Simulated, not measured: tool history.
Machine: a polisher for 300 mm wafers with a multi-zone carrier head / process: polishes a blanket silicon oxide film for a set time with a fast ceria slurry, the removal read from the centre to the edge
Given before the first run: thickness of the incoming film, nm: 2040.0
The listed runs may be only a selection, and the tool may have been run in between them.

run  hour  flow of slurry (ml/min)  pressure of the head's centre zone  pressure of the head's middle zone  pressure of the head's edge zone  polishing time (s)  film removed at the wafer's centre (nm)  film removed at mid-radius (nm)  film removed at the wafer's edge (nm)
  1     0                      195                                   1                                   1                                 1                  51                                    859.9                            843.4                                 856.79
  2   0.8                      240                                   1                                   1                                 1                  51                                    882.8                           866.38                                 874.05
  3   2.4                      240                                0.99                                1.02                              1.02                  53                                   904.39                           923.31                                 900.13
  4   7.2                      205                                0.99                                1.02                              1.02                  53                                    869.2                           890.08                                 883.74
  5  10.3                      205                                0.99                                1.02                              1.02                  58                                   965.49                           973.99                                 974.94
  6  19.1                      205                                0.99                                1.02                              1.02                  65                                   1072.1                             1096                                 1087.5
  7  27.5                      210                                0.98                                1.03                              1.04                  66                                   1079.5                           1129.2                                 1124.2
  8  28.3                      215                                0.98                                1.04                              1.05                  66                                   1085.9                           1127.5                                 1122.6
  9  36.8                      220                                0.97                                1.05                              1.06                  67                                   1105.7                           1170.7                                 1148.6
 10  40.1                      225                                0.96                                1.05                              1.07                  67                                   1111.1                           1157.3                                 1160.1
 11  48.9                      230                                0.95                                1.06                              1.08                  67                                   1088.6                           1178.3                                 1148.7

What will run 12 give?
 12  56.1                      230                                0.94                                1.06                              1.09                  67                                        ?                                ?                                      ?

film removed at the wafer's centre (nm): 1071.8
film removed at mid-radius (nm): 1169.9
film removed at the wafer's edge (nm): 1178.7
